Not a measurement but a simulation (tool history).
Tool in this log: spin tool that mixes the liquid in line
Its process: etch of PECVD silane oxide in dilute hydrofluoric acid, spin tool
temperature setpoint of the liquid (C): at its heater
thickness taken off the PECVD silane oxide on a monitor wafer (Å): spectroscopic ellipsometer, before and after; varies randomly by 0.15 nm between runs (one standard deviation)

run,day,temperature setpoint of the liquid (C),parts of water to one part of 49 % hydrofluoric acid (parts by volume),time under the liquid (s),thickness taken off the PECVD silane oxide on a monitor wafer (Å)
1,0,23,220,160,319.6
2,0.25,25,220,160,345.3
3,0.588,26.5,220,160,367.36
4,0.938,27.5,220,160,377.1
5,1.296,27.5,160,160,554.25
6,1.571,25.5,160,160,517.56
7,1.608,24,160,160,491.98
8,1.696,23,160,160,468.01

Predict the results of run 9:
9,1.767,23,160,160,?

thickness taken off the PECVD silane oxide on a monitor wafer (Å): 473.74
